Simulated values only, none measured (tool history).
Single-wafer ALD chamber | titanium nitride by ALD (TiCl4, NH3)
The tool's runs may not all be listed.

run,hour,heater temperature setpoint (deg C),number of ALD cycles (cycles),NH3 pulse time (s),mean film thickness on the monitor wafer (angstrom)
1,0,390,48,1.7,10.166
2,7.6,385,48,1.5,9.9703
3,15.7,378,48,1.5,9.822
4,21.2,378,48,1.88,10
5,25,376,48,1.7,9.9966
6,33,374,48,1.5,9.7136
7,34.3,373,48,1.43,9.6511

Forecast run 8:
8,35.8,372,48,1.37,?

{"run 8": {"mean film thickness on the monitor wafer (angstrom)": 9.4561}}

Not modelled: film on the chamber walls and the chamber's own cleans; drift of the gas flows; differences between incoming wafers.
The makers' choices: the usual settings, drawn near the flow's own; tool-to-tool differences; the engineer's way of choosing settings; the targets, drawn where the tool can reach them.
